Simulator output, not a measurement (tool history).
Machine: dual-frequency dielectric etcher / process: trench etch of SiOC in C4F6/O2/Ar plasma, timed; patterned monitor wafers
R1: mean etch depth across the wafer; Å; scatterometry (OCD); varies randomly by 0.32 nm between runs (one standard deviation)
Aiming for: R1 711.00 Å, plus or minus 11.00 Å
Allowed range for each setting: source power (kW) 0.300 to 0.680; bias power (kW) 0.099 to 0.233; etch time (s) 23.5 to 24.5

Run 1, hour 0.0: source power (kW) 0.490, bias power (kW) 0.166, etch time (s) 23.5. Result: R1 563.53 Å.
Run 2, hour 6.9: source power (kW) 0.540, bias power (kW) 0.179, etch time (s) 23.5. Result: R1 610.09 Å.
Run 3, hour 7.9: source power (kW) 0.540, bias power (kW) 0.179, etch time (s) 23.5. Result: R1 617.28 Å.
Run 4, hour 8.8: source power (kW) 0.580, bias power (kW) 0.180, etch time (s) 23.5. Result: R1 636.29 Å.
Run 5, hour 17.1: source power (kW) 0.610, bias power (kW) 0.183, etch time (s) 23.5. Result: R1 660.40 Å.
Run 6, hour 22.8: source power (kW) 0.630, bias power (kW) 0.185, etch time (s) 23.5. Result: R1 667.76 Å.
Run 7, hour 30.8: source power (kW) 0.640, bias power (kW) 0.188, etch time (s) 23.5. Result: R1 683.64 Å.
Run 8, hour 32.1: source power (kW) 0.650, bias power (kW) 0.189, etch time (s) 23.5. Result: R1 688.75 Å.
Run 9, hour 36.3: source power (kW) 0.660, bias power (kW) 0.190, etch time (s) 23.5. Result: R1 692.08 Å.

Which one of the following 4 next-run settings gets every result inside its allowed miss? There is exactly one.
Run A, hour 40.5: source power (kW) 0.680, bias power (kW) 0.193, etch time (s) 24.5. Result: R1 ?.
Run B, hour 40.5: source power (kW) 0.620, bias power (kW) 0.198, etch time (s) 24.5. Result: R1 ?.
Run C, hour 40.5: source power (kW) 0.680, bias power (kW) 0.196, etch time (s) 24.5. Result: R1 ?.
Run D, hour 40.5: source power (kW) 0.610, bias power (kW) 0.190, etch time (s) 24.0. Result: R1 ?.

move      R1
   A  738.22
   B  708.85
   C  741.80
   D  679.41
A: takes the result that was furthest off past its target
B: in spec on every target
C: takes the result that was furthest off past its target
D: its largest miss is bigger than the last run's
Answer: B

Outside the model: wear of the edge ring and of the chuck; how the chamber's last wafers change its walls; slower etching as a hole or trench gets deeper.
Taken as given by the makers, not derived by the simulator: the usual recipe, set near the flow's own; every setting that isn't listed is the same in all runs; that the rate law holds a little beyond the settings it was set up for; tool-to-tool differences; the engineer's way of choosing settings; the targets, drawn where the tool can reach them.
